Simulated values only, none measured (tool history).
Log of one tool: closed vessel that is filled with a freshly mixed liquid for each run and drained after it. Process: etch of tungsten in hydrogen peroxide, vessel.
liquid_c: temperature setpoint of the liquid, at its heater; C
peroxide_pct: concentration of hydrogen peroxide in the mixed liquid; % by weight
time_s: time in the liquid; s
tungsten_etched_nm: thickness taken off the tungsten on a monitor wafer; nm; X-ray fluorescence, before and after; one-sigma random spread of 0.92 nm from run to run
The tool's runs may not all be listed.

run	hour	liquid_c	peroxide_pct	time_s	tungsten_etched_nm
1	0.0	49.0	22.0	95	176.03
2	3.7	49.0	26.5	95	188.40
3	12.5	47.0	26.5	95	167.41
4	15.4	47.0	22.5	95	155.96
5	19.2	51.0	22.5	95	197.82
6	23.7	48.5	22.5	95	169.65

Forecast run 7:
7	31.9	47.0	22.5	95	?

tungsten_etched_nm: 155.27 nm
